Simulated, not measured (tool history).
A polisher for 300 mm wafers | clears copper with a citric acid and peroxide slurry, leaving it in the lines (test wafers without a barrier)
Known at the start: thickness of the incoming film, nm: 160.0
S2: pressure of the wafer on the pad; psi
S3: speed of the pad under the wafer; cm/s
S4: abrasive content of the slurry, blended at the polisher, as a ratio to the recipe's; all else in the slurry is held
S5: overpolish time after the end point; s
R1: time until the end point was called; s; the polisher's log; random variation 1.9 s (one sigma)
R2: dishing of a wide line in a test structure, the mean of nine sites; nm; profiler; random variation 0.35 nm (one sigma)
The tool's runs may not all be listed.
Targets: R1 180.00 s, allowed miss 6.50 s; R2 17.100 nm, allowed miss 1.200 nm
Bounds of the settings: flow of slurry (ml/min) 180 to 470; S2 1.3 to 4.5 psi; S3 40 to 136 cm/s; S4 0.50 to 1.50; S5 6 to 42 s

{"run": 1, "hour": 0.0, "flow of slurry (ml/min)": 300, "S2": 2.9, "S3": 88, "S4": 1.0, "S5": 21, "R1": 103.69, "R2": 20.036}
{"run": 2, "hour": 8.0, "flow of slurry (ml/min)": 300, "S2": 2.9, "S3": 88, "S4": 1.0, "S5": 28, "R1": 103.94, "R2": 24.542}
{"run": 3, "hour": 8.9, "flow of slurry (ml/min)": 300, "S2": 2.6, "S3": 88, "S4": 1.0, "S5": 29, "R1": 115.9, "R2": 24.015}
{"run": 4, "hour": 9.9, "flow of slurry (ml/min)": 300, "S2": 2.3, "S3": 88, "S4": 1.0, "S5": 29, "R1": 127.41, "R2": 21.647}
{"run": 5, "hour": 17.9, "flow of slurry (ml/min)": 300, "S2": 2.1, "S3": 88, "S4": 1.0, "S5": 29, "R1": 144.21, "R2": 20.373}
{"run": 6, "hour": 19.5, "flow of slurry (ml/min)": 300, "S2": 2.0, "S3": 88, "S4": 1.0, "S5": 29, "R1": 148.31, "R2": 19.079}
{"run": 7, "hour": 24.6, "flow of slurry (ml/min)": 300, "S2": 1.9, "S3": 88, "S4": 1.0, "S5": 29, "R1": 157.23, "R2": 19.469}
{"run": 8, "hour": 31.4, "flow of slurry (ml/min)": 300, "S2": 1.8, "S3": 88, "S4": 1.0, "S5": 29, "R1": 164.54, "R2": 17.133}
{"run": 9, "hour": 33.4, "flow of slurry (ml/min)": 300, "S2": 1.7, "S3": 88, "S4": 1.0, "S5": 30, "R1": 171.19, "R2": 17.283}

Which of these 4 next moves meets every target?
{"run": "A", "hour": 35.4, "flow of slurry (ml/min)": 320, "S2": 1.7, "S3": 100, "S4": 0.95, "S5": 32, "R1": "?", "R2": "?"}
{"run": "B", "hour": 35.4, "flow of slurry (ml/min)": 290, "S2": 2.1, "S3": 56, "S4": 1.1, "S5": 30, "R1": "?", "R2": "?"}
{"run": "C", "hour": 35.4, "flow of slurry (ml/min)": 315, "S2": 1.6, "S3": 102, "S4": 1.1, "S5": 31, "R1": "?", "R2": "?"}
{"run": "D", "hour": 35.4, "flow of slurry (ml/min)": 285, "S2": 1.7, "S3": 100, "S4": 0.95, "S5": 29, "R1": "?", "R2": "?"}

move=A R1=161.48 R2=19.031
move=B R1=178.24 R2=16.724
move=C R1=166.00 R2=18.076
move=D R1=163.24 R2=17.372
A: further off than the last run
B: meets every target
C: further off than the last run
D: further off than the last run
Answer: B

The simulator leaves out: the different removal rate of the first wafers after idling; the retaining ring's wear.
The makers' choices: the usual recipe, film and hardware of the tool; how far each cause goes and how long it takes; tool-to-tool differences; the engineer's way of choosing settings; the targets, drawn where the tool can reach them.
